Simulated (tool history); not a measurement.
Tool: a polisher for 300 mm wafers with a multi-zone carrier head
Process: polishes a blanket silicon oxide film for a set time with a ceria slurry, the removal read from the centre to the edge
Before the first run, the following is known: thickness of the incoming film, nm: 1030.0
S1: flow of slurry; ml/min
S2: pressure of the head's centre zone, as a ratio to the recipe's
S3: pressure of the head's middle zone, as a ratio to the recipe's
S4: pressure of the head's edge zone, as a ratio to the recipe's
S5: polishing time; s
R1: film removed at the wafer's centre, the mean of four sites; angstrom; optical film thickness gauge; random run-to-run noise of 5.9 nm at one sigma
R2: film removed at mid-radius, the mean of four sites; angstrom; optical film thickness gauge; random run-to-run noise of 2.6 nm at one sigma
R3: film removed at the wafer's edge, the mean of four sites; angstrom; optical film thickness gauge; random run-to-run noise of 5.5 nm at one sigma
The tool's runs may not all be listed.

{"run": 1, "day": 0.0, "S1": 245, "S2": 1.0, "S3": 1.0, "S4": 1.0, "S5": 69, "R1": 2986.8, "R2": 2949.1, "R3": 2851.1}
{"run": 2, "day": 0.079, "S1": 245, "S2": 1.0, "S3": 1.0, "S4": 1.02, "S5": 72, "R1": 3070.9, "R2": 3078.6, "R3": 3085.5}
{"run": 3, "day": 0.321, "S1": 250, "S2": 1.01, "S3": 1.01, "S4": 1.04, "S5": 74, "R1": 3206.7, "R2": 3190.9, "R3": 3175.4}
{"run": 4, "day": 0.517, "S1": 250, "S2": 1.01, "S3": 1.01, "S4": 1.05, "S5": 76, "R1": 3327.2, "R2": 3251.4, "R3": 3369.0}
{"run": 5, "day": 0.612, "S1": 300, "S2": 1.01, "S3": 1.01, "S4": 1.05, "S5": 76, "R1": 3447.2, "R2": 3293.2, "R3": 3273.7}
{"run": 6, "day": 0.742, "S1": 240, "S2": 1.01, "S3": 1.01, "S4": 1.05, "S5": 76, "R1": 3265.9, "R2": 3230.8, "R3": 3268.4}
{"run": 7, "day": 0.854, "S1": 240, "S2": 1.01, "S3": 1.02, "S4": 1.06, "S5": 78, "R1": 3266.2, "R2": 3373.3, "R3": 3328.0}
{"run": 8, "day": 1.117, "S1": 245, "S2": 1.01, "S3": 1.02, "S4": 1.07, "S5": 80, "R1": 3386.0, "R2": 3450.3, "R3": 3545.8}
{"run": 9, "day": 1.258, "S1": 245, "S2": 1.02, "S3": 1.03, "S4": 1.08, "S5": 81, "R1": 3500.8, "R2": 3526.8, "R3": 3494.2}
{"run": 10, "day": 1.538, "S1": 250, "S2": 1.02, "S3": 1.03, "S4": 1.09, "S5": 82, "R1": 3595.2, "R2": 3603.6, "R3": 3587.4}
{"run": 11, "day": 1.646, "S1": 250, "S2": 1.02, "S3": 1.03, "S4": 1.1, "S5": 83, "R1": 3523.3, "R2": 3639.1, "R3": 3716.5}
{"run": 12, "day": 1.717, "S1": 255, "S2": 1.03, "S3": 1.03, "S4": 1.11, "S5": 84, "R1": 3704.3, "R2": 3677.3, "R3": 3718.3}

Estimate the outcome of run 13 from the log above:
{"run": 13, "day": 1.917, "S1": 255, "S2": 1.03, "S3": 1.03, "S4": 1.12, "S5": 85, "R1": "?", "R2": "?", "R3": "?"}

Run 13 measured R1 3769.5 angstrom, R2 3721.8 angstrom, R3 3810.3 angstrom.
